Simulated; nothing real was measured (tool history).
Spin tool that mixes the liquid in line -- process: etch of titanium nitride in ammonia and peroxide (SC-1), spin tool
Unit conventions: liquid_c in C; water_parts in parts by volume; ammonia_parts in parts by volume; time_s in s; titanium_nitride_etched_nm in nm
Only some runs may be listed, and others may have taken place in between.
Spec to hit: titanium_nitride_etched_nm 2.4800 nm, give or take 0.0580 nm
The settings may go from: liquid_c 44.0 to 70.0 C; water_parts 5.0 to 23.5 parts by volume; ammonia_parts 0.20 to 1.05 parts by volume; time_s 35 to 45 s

{"run": 1, "hour": 0.0, "liquid_c": 60.0, "water_parts": 13.0, "ammonia_parts": 0.55, "time_s": 45, "titanium_nitride_etched_nm": 3.5185}
{"run": 2, "hour": 8.2, "liquid_c": 59.5, "water_parts": 13.0, "ammonia_parts": 0.55, "time_s": 45, "titanium_nitride_etched_nm": 3.3577}
{"run": 3, "hour": 14.3, "liquid_c": 59.0, "water_parts": 13.0, "ammonia_parts": 0.55, "time_s": 45, "titanium_nitride_etched_nm": 3.2736}
{"run": 4, "hour": 23.0, "liquid_c": 59.0, "water_parts": 13.0, "ammonia_parts": 0.75, "time_s": 45, "titanium_nitride_etched_nm": 3.4523}
{"run": 5, "hour": 29.3, "liquid_c": 58.5, "water_parts": 13.0, "ammonia_parts": 0.75, "time_s": 45, "titanium_nitride_etched_nm": 3.3451}
{"run": 6, "hour": 37.6, "liquid_c": 58.0, "water_parts": 13.0, "ammonia_parts": 0.75, "time_s": 45, "titanium_nitride_etched_nm": 3.2308}
{"run": 7, "hour": 43.2, "liquid_c": 57.5, "water_parts": 13.0, "ammonia_parts": 0.75, "time_s": 45, "titanium_nitride_etched_nm": 3.122}
{"run": 8, "hour": 45.7, "liquid_c": 57.0, "water_parts": 13.0, "ammonia_parts": 0.75, "time_s": 45, "titanium_nitride_etched_nm": 3.0011}
{"run": 9, "hour": 48.3, "liquid_c": 56.5, "water_parts": 13.0, "ammonia_parts": 0.75, "time_s": 45, "titanium_nitride_etched_nm": 2.9144}
{"run": 10, "hour": 53.8, "liquid_c": 56.0, "water_parts": 13.0, "ammonia_parts": 0.75, "time_s": 45, "titanium_nitride_etched_nm": 2.8206}
{"run": 11, "hour": 55.4, "liquid_c": 55.5, "water_parts": 13.0, "ammonia_parts": 0.75, "time_s": 45, "titanium_nitride_etched_nm": 2.7446}
{"run": 12, "hour": 56.6, "liquid_c": 54.5, "water_parts": 13.0, "ammonia_parts": 0.75, "time_s": 45, "titanium_nitride_etched_nm": 2.5381}

Next run, 4 choices. One meets every target within its allowed miss, the rest don't. Which?
{"run": "A", "hour": 57.8, "liquid_c": 55.0, "water_parts": 15.5, "ammonia_parts": 0.85, "time_s": 45, "titanium_nitride_etched_nm": "?"}
{"run": "B", "hour": 57.8, "liquid_c": 54.5, "water_parts": 12.0, "ammonia_parts": 0.7, "time_s": 45, "titanium_nitride_etched_nm": "?"}
{"run": "C", "hour": 57.8, "liquid_c": 57.0, "water_parts": 16.0, "ammonia_parts": 0.65, "time_s": 45, "titanium_nitride_etched_nm": "?"}
{"run": "D", "hour": 57.8, "liquid_c": 55.0, "water_parts": 13.5, "ammonia_parts": 0.8, "time_s": 45, "titanium_nitride_etched_nm": "?"}

move=A titanium_nitride_etched_nm=2.4643
move=B titanium_nitride_etched_nm=2.6405
move=C titanium_nitride_etched_nm=2.6440
move=D titanium_nitride_etched_nm=2.6254
A: meets every target
B: its largest miss is bigger than the last run's
C: its largest miss is bigger than the last run's
D: its largest miss is bigger than the last run's
The move that meets every target is A.
